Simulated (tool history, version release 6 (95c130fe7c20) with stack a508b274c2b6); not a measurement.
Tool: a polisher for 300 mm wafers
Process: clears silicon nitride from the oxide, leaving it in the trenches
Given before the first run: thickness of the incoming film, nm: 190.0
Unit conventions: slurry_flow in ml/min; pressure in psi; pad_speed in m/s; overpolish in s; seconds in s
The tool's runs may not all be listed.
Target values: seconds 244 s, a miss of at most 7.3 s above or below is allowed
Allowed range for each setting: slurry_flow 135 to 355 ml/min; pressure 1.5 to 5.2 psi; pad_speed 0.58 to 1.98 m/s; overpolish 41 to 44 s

run 1 hour=0 | slurry_flow=225 pressure=3.3 pad_speed=1.28 overpolish=41 | seconds=166.13
run 2 hour=7.7 | slurry_flow=225 pressure=3.3 pad_speed=1.12 overpolish=41 | seconds=187.88
run 3 hour=11.4 | slurry_flow=225 pressure=3.3 pad_speed=0.92 overpolish=41 | seconds=229.34
run 4 hour=13.9 | slurry_flow=280 pressure=3.3 pad_speed=0.92 overpolish=41 | seconds=222.06
run 5 hour=14.9 | slurry_flow=280 pressure=3.2 pad_speed=0.92 overpolish=41 | seconds=225.17
run 6 hour=20.6 | slurry_flow=280 pressure=3.2 pad_speed=0.92 overpolish=41 | seconds=228.46
run 7 hour=27.3 | slurry_flow=280 pressure=3.1 pad_speed=0.92 overpolish=41 | seconds=230.89
run 8 hour=29.1 | slurry_flow=275 pressure=3.1 pad_speed=0.92 overpolish=41 | seconds=235.97
-- hour=29.9 head pressure recalibrated
run 9 hour=29.9 | slurry_flow=270 pressure=3 pad_speed=0.92 overpolish=41 | seconds=228.22
run 10 hour=32.6 | slurry_flow=270 pressure=2.9 pad_speed=0.92 overpolish=41 | seconds=236.04

Exactly one of the 4 candidate moves below puts every result within its allowed miss. Which one?
run A hour=35.3 | slurry_flow=255 pressure=2.8 pad_speed=1.02 overpolish=41 | seconds=?
run B hour=35.3 | slurry_flow=310 pressure=2.9 pad_speed=0.96 overpolish=44 | seconds=?
run C hour=35.3 | slurry_flow=165 pressure=1.9 pad_speed=1.44 overpolish=44 | seconds=?
run D hour=35.3 | slurry_flow=320 pressure=3.3 pad_speed=0.84 overpolish=41 | seconds=?

move=A seconds=219.59
move=B seconds=220.76
move=C seconds=241.92
move=D seconds=220.77
A: its largest miss is bigger than the last run's
B: its largest miss is bigger than the last run's
C: all results land within tolerance of their targets
D: its largest miss is bigger than the last run's
Answer: C
